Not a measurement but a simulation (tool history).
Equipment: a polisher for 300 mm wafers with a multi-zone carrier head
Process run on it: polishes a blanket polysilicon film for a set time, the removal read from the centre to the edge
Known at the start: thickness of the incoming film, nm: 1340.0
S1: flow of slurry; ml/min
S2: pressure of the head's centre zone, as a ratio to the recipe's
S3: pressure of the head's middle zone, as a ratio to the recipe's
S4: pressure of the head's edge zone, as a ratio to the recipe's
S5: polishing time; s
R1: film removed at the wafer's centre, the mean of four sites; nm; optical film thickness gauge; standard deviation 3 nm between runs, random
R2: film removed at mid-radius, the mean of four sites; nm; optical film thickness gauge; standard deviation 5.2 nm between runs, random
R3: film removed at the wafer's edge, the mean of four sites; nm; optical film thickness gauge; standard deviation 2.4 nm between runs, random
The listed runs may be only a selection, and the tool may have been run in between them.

run	hour	S1	S2	S3	S4	S5	R1	R2	R3
1	0	205	1	1	1	43	413.56	425.32	417.99
2	3.3	205	0.97	1	1	43	391.39	413.54	420.59
3	6.8	200	0.98	0.98	0.98	43	392.91	407.2	410.94
4	10.3	195	0.99	0.96	0.97	43	404.91	407.71	409.86
5	12	190	0.99	0.94	0.96	43	400.84	390.88	403.49
6	18.8	190	0.99	0.94	0.96	47	436.9	437.94	444
7	23	185	0.99	0.92	0.95	46	423.11	407.09	432.68
8	30	185	0.99	0.92	0.95	46	426.15	421.3	433.03
9	31.1	185	1	0.9	0.94	45	424.17	407.45	420.24
10	33.3	175	1.01	0.89	0.93	45	421.91	400.52	418.75
11	37.7	175	1.02	0.88	0.92	44	415.22	387.85	406.06
12	46.5	170	1.03	0.87	0.91	44	417.53	385.24	400.72
13	47.5	165	1.04	0.86	0.91	44	415.56	368.41	393.51
14	56.3	160	1.04	0.86	0.91	44	414.61	371.41	394.6
# hour 58.6: worn pad replaced by a new one
15	58.6	155	1.04	0.86	0.91	44	447.71	396.57	424.46
16	64.6	160	1.04	0.85	0.91	44	447.02	414.53	433.49
17	69.6	175	1.04	0.85	0.91	44	462.04	408.29	434.95

Run 18, settings as shown, results not yet in. Your forecast:
18	75.2	190	1.02	0.81	0.84	38	?	?	?

R1: 400.02 nm
R2: 343.51 nm
R3: 362.8 nm
